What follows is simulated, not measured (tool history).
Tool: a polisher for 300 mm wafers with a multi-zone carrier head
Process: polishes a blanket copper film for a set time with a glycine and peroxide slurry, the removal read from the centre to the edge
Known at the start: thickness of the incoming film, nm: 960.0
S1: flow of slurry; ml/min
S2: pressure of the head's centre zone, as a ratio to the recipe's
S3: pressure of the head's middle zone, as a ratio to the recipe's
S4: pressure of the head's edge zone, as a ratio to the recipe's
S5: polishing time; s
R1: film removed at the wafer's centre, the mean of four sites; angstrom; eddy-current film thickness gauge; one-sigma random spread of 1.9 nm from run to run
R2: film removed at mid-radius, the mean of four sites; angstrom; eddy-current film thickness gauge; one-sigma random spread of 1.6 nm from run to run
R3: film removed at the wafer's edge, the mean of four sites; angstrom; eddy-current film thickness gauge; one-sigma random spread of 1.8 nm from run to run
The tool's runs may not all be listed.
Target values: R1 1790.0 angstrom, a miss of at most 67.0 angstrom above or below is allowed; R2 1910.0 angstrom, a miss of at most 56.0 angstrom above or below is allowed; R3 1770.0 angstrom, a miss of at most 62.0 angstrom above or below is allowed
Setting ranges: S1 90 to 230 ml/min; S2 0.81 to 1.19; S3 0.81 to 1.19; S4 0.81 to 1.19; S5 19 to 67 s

run  hour   S1    S2    S3    S4  S5      R1      R2      R3
  1   0.0  150  1.00  1.00  1.00  43  1910.2  1989.9  1993.4
  2   7.6  145  1.00  1.00  0.98  43  1871.3  1933.2  1982.5
  3   9.9  150  1.01  1.02  0.96  42  1888.2  1937.2  1916.1
  4  12.7  150  1.01  1.03  0.94  42  1860.3  1963.8  1883.8
  5  20.1  145  1.01  1.03  0.93  42  1842.0  1942.3  1902.1
  6  21.1  145  1.01  0.97  0.93  42  1882.7  1873.9  1861.6
     27.2  -- slurry nozzle cleaned
  7  27.2  145  1.00  0.98  0.91  42  1940.0  1954.7  1933.6
  8  28.6  140  1.01  1.00  0.90  42  1968.3  1975.5  1921.7
  9  32.7  145  1.01  1.01  0.90  41  1920.7  1968.9  1854.2
 10  35.5  145  1.01  1.02  0.90  41  1939.3  1977.2  1867.8
 11  42.5  145  1.01  1.02  0.90  41  1951.2  1999.4  1891.6
 12  48.3  145  1.01  1.03  0.90  40  1905.7  1949.8  1826.9

Which of these 4 next moves meets every target?
  A  54.1  135  0.90  1.04  0.96  39   ?   ?   ?
  B  54.1  155  1.02  0.97  1.00  41   ?   ?   ?
  C  54.1  160  1.12  1.04  0.84  39   ?   ?   ?
  D  54.1  125  0.97  1.03  0.88  40   ?   ?   ?

move      R1      R2      R3
   A  1660.8  1877.5  1787.4
   B  1944.7  1928.1  1955.1
   C  1978.8  1938.8  1721.2
   D  1750.7  1880.7  1740.4
A: carries the result that was furthest off beyond its target, to the other side
B: the biggest miss grows against the last run
C: the biggest miss grows against the last run
D: all results in spec
D is the move that brings every result within its allowed miss.
